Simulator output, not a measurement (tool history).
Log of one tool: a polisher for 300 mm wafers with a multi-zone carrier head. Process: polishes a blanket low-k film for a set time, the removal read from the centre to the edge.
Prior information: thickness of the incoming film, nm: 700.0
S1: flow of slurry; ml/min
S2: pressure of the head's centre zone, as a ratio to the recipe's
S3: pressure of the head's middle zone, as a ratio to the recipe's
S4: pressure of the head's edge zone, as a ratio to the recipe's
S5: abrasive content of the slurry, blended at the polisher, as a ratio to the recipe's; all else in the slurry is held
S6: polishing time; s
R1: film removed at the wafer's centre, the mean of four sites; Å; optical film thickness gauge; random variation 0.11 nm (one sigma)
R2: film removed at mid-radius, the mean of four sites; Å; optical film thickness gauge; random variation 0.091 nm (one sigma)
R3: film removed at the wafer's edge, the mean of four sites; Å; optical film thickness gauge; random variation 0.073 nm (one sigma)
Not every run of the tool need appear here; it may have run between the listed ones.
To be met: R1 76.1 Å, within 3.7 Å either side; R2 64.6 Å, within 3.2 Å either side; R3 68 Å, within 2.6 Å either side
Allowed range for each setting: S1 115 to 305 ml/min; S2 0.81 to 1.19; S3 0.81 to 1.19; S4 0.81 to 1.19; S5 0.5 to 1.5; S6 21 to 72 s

run,day,S1,S2,S3,S4,S5,S6,R1,R2,R3
1,0,195,1,1,1,1,46,115.52,114.32,117.13
2,0.221,195,1.02,0.98,0.97,0.85,43,102.86,91.876,98.218
3,0.533,195,1.02,0.98,0.97,0.85,36,85.382,78.063,82.503
4,0.617,195,1.02,0.98,0.97,0.75,36,76.826,71.289,75.343
5,0.675,195,0.99,0.98,0.97,0.75,36,74.331,71.378,75.406
6,0.812,190,1,0.97,0.94,0.75,36,74.375,69.8,74.182
7,1.183,190,1.02,0.97,0.91,0.75,36,74.859,71.129,71.623
8,1.383,185,1.03,0.95,0.9,0.75,36,79.01,68.925,71.848
9,1.454,180,1.03,0.94,0.89,0.75,36,75.726,69.045,70.443
10,1.483,180,1.04,0.92,0.88,0.75,36,78.288,67.856,72.304
11,1.667,165,1.06,0.93,0.83,0.65,36,70.708,59.796,60.74
12,1.996,220,1.04,0.91,0.87,0.65,36,71.485,61.358,64.443
13,2.312,220,1.05,0.92,0.88,0.65,36,71.123,61.166,64.163
14,2.521,220,1.06,0.93,0.89,0.65,36,73.441,61.431,65.497

Pick the move, out of 4, that brings all results within their allowed miss; only one does.
A,2.729,240,0.99,0.81,1.08,0.6,36,?,?,?
B,2.729,125,1.16,0.83,0.98,0.75,35,?,?,?
C,2.729,275,1.09,0.97,0.98,0.6,38,?,?,?
D,2.729,245,1.19,0.91,0.84,0.6,36,?,?,?

move,R1,R2,R3
A,63.913,53.314,66.535
B,78.77,57.596,69.18
C,75.629,64.633,67.523
D,77.171,57.813,58.976
A: its largest miss is bigger than the last run's
B: its largest miss is bigger than the last run's
C: hits every target within its allowed miss
D: its largest miss is bigger than the last run's
The move that meets every target is C.
